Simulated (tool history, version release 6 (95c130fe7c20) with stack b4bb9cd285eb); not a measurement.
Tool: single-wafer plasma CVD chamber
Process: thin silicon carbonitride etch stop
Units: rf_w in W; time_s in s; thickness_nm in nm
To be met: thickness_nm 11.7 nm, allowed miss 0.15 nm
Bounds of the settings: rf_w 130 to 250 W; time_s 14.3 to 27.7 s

run  hour  rf_w  time_s  thickness_nm
  1     0   190      21         12.44
  2   8.9   205      21        12.817
  3  15.1   205    18.6        11.407
  4  16.1   230    18.6        11.994
  5  23.4   230    20.1        12.868
  6    32   220      20        12.551
  7    38   215      20        12.503
  8  44.5   210      20        12.437
  9  53.3   205      20        12.288
 10  59.6   200      20        12.117
 11  66.5   195      20        11.982

4 next moves are on the table. One of them brings every result within its allowed miss. Which?
  A  73.4   160    20.8             ?
  B  73.4   215    19.8             ?
  C  73.4   200    18.5             ?
  D  73.4   190    19.8             ?

move  thickness_nm
   A        11.394
   B        12.396
   C        11.229
   D         11.75
A: takes the result that was furthest off past its target
B: further off than the last run
C: takes the result that was furthest off past its target
D: meets every target
The right move is D.

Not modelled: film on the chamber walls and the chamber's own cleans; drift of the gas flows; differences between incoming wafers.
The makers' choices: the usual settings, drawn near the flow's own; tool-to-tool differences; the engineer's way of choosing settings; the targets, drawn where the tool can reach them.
